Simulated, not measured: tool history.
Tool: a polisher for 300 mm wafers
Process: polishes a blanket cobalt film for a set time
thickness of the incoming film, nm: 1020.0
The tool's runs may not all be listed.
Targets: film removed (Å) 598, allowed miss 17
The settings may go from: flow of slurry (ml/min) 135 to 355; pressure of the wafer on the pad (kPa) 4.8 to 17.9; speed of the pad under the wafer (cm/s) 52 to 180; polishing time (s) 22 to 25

run  hour  flow of slurry (ml/min)  pressure of the wafer on the pad (kPa)  speed of the pad under the wafer (cm/s)  polishing time (s)  film removed (Å)
  1     0                      225                                      11                                      116                  25            1045.8
  2   5.2                      225                                      11                                      102                  25            953.29
  3   7.9                      225                                      11                                       84                  25            819.35
  4   9.4                      220                                    10.3                                       84                  25            765.07
  5  12.3                      215                                     9.7                                       84                  25            718.79
  6  20.3                      215                                     9.7                                       84                  22            631.43
  7  26.6                      210                                     9.7                                       84                  22               634
       34  -- worn pad replaced by a new one
  8    34                      205                                     9.7                                       84                  22            676.68
  9  40.7                      220                                     9.7                                       84                  22             685.5
 10  45.3                      210                                     9.7                                       84                  22            679.32
 11  47.7                      190                                     8.3                                       84                  22             578.8
 12    52                      190                                       9                                       84                  22            617.18

Which of these 5 next moves meets every target?
  A  56.3                      190                                       9                                       80                  24                 ?
  B  56.3                      170                                     8.3                                       84                  23                 ?
  C  56.3                      155                                       9                                       76                  22                 ?
  D  56.3                      180                                     7.6                                      102                  23                 ?
  E  56.3                      200                                     8.3                                       90                  23                 ?

move  film removed (Å)
   A            646.05
   B            582.63
   C            550.76
   D            625.08
   E            629.18
A: further off than the last run
B: meets every target
C: takes the result that was furthest off past its target
D: further off than the last run
E: further off than the last run
Move B is the one to make.

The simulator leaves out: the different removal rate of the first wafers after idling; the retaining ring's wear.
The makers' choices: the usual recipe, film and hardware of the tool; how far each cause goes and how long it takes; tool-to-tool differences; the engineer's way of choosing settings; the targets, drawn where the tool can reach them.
